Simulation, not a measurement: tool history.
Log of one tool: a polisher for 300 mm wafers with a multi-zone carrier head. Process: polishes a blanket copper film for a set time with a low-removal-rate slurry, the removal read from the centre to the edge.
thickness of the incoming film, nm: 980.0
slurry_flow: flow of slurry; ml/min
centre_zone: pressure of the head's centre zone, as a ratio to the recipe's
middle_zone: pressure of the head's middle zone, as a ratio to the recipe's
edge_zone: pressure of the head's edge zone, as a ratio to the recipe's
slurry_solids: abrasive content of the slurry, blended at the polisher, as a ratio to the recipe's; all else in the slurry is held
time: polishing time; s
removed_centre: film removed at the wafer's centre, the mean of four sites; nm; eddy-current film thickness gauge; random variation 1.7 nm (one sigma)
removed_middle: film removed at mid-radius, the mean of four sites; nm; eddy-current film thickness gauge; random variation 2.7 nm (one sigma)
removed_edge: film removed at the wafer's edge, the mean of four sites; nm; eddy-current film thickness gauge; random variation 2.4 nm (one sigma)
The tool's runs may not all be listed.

{"run": 1, "hour": 0.0, "slurry_flow": 215, "centre_zone": 1.0, "middle_zone": 1.0, "edge_zone": 1.0, "slurry_solids": 1.0, "time": 87, "removed_centre": 195.14, "removed_middle": 190.34, "removed_edge": 194.2}
{"run": 2, "hour": 6.2, "slurry_flow": 215, "centre_zone": 1.0, "middle_zone": 1.0, "edge_zone": 0.97, "slurry_solids": 1.0, "time": 87, "removed_centre": 196.77, "removed_middle": 191.34, "removed_edge": 193.04}
{"run": 3, "hour": 14.2, "slurry_flow": 220, "centre_zone": 0.99, "middle_zone": 1.01, "edge_zone": 1.01, "slurry_solids": 1.1, "time": 88, "removed_centre": 198.55, "removed_middle": 197.73, "removed_edge": 198.47}
{"run": 4, "hour": 22.8, "slurry_flow": 220, "centre_zone": 0.98, "middle_zone": 1.01, "edge_zone": 1.04, "slurry_solids": 1.15, "time": 91, "removed_centre": 207.07, "removed_middle": 202.5, "removed_edge": 211.55}
{"run": 5, "hour": 27.6, "slurry_flow": 165, "centre_zone": 0.98, "middle_zone": 1.01, "edge_zone": 1.04, "slurry_solids": 1.15, "time": 91, "removed_centre": 198.63, "removed_middle": 200.28, "removed_edge": 207.45}
{"run": 6, "hour": 34.5, "slurry_flow": 185, "centre_zone": 0.98, "middle_zone": 1.01, "edge_zone": 1.04, "slurry_solids": 1.15, "time": 91, "removed_centre": 199.24, "removed_middle": 205.24, "removed_edge": 209.55}
{"run": 7, "hour": 36.6, "slurry_flow": 190, "centre_zone": 0.98, "middle_zone": 1.02, "edge_zone": 1.07, "slurry_solids": 1.25, "time": 92, "removed_centre": 209.03, "removed_middle": 213.66, "removed_edge": 215.64}
{"run": 8, "hour": 39.1, "slurry_flow": 190, "centre_zone": 0.97, "middle_zone": 1.02, "edge_zone": 1.09, "slurry_solids": 1.3, "time": 93, "removed_centre": 209.9, "removed_middle": 216.77, "removed_edge": 223.65}
{"run": 9, "hour": 42.2, "slurry_flow": 195, "centre_zone": 0.97, "middle_zone": 1.03, "edge_zone": 1.11, "slurry_solids": 1.35, "time": 93, "removed_centre": 211.02, "removed_middle": 219.0, "removed_edge": 228.0}

Run 10 comes next. What will it give?
{"run": 10, "hour": 44.6, "slurry_flow": 200, "centre_zone": 0.97, "middle_zone": 1.04, "edge_zone": 1.13, "slurry_solids": 1.4, "time": 93, "removed_centre": "?", "removed_middle": "?", "removed_edge": "?"}

removed_centre: 214.27 nm
removed_middle: 221.97 nm
removed_edge: 235.38 nm
